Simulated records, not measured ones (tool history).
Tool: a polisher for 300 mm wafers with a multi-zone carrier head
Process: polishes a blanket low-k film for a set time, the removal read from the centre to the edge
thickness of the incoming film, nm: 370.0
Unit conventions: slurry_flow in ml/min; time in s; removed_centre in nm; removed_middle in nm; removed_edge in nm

run 1 hour=0.0 | slurry_flow=135 centre_zone=1.00 middle_zone=1.00 edge_zone=1.00 slurry_solids=1.0 time=35 | removed_centre=22.418 removed_middle=22.228 removed_edge=22.293
run 2 hour=8.6 | slurry_flow=135 centre_zone=0.94 middle_zone=1.00 edge_zone=1.00 slurry_solids=1.0 time=35 | removed_centre=21.004 removed_middle=21.607 removed_edge=22.013
run 3 hour=15.6 | slurry_flow=135 centre_zone=0.94 middle_zone=1.00 edge_zone=1.03 slurry_solids=1.0 time=35 | removed_centre=21.125 removed_middle=21.987 removed_edge=22.534
run 4 hour=21.0 | slurry_flow=135 centre_zone=0.94 middle_zone=1.00 edge_zone=0.98 slurry_solids=1.0 time=35 | removed_centre=20.559 removed_middle=21.748 removed_edge=22.073
run 5 hour=26.6 | slurry_flow=135 centre_zone=0.94 middle_zone=1.00 edge_zone=1.06 slurry_solids=1.0 time=35 | removed_centre=20.595 removed_middle=21.970 removed_edge=23.151
run 6 hour=31.2 | slurry_flow=140 centre_zone=0.98 middle_zone=0.98 edge_zone=1.08 slurry_solids=1.1 time=35 | removed_centre=22.340 removed_middle=22.420 removed_edge=23.981

What does the tool deliver on the next run?
run 7 hour=33.9 | slurry_flow=140 centre_zone=1.01 middle_zone=0.97 edge_zone=1.10 slurry_solids=1.2 time=36 | removed_centre=? removed_middle=? removed_edge=?

removed_centre: 23.926 nm
removed_middle: 23.167 nm
removed_edge: 25.240 nm

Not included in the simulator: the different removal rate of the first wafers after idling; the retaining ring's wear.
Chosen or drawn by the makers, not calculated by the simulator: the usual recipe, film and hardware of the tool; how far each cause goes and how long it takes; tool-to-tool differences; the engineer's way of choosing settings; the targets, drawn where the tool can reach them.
